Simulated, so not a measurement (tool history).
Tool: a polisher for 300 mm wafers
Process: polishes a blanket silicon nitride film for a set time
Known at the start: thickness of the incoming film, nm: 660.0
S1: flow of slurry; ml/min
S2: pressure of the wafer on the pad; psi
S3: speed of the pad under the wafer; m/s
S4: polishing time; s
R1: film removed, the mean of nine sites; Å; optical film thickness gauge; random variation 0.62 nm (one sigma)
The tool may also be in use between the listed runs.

run,day,S1,S2,S3,S4,R1
1,0.000,155,2.9,1.38,25,401.17
2,0.196,165,3.3,1.40,25,471.06
3,0.533,165,3.3,1.06,25,400.01
4,0.871,165,3.3,1.06,22,358.34
5,1.046,170,3.7,1.14,22,412.61
6,1.146,175,4.0,1.30,22,476.46

Run 7 comes next. What will it give?
7,1.208,175,4.2,1.42,22,?

R1: 529.37 Å

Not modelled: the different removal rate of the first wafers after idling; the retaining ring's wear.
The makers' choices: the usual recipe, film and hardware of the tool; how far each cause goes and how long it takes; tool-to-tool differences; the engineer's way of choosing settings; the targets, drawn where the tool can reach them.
